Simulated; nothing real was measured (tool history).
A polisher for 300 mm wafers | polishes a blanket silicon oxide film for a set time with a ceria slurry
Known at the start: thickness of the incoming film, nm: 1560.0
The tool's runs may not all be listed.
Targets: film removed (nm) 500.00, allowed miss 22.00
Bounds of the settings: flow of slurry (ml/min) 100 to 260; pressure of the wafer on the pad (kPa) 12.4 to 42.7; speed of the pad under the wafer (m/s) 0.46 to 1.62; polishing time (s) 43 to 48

run  hour  flow of slurry (ml/min)  pressure of the wafer on the pad (kPa)  speed of the pad under the wafer (m/s)  polishing time (s)  film removed (nm)
  1   0.0                      165                                    27.6                                    1.04                  48             299.87
  2   6.7                      145                                    27.6                                    1.04                  48             298.44
  3  15.5                      145                                    32.4                                    1.06                  48             358.22
  4  23.3                      145                                    32.4                                    1.06                  48             358.79
  5  27.7                      145                                    35.2                                    1.06                  48             387.48
  6  31.4                      145                                    35.2                                    1.06                  48             383.08
  7  32.0                      145                                    37.9                                    1.08                  48             431.12
  8  33.2                      145                                    39.3                                    1.08                  48             447.02

Which of these 5 next moves meets every target?
  A  34.4                      150                                    42.1                                    1.32                  47                  ?
  B  34.4                      155                                    41.4                                    1.34                  48                  ?
  C  34.4                      170                                    42.1                                    1.22                  48                  ?
  D  34.4                      160                                    42.7                                    1.20                  48                  ?
  E  34.4                      180                                    41.4                                    1.12                  48                  ?

move  film removed (nm)
   A             547.93
   B             560.91
   C             530.82
   D             526.84
   E             487.63
A: takes the result that was furthest off past its target
B: takes the result that was furthest off past its target
C: takes the result that was furthest off past its target
D: takes the result that was furthest off past its target
E: meets every target
Move E is the one to make.
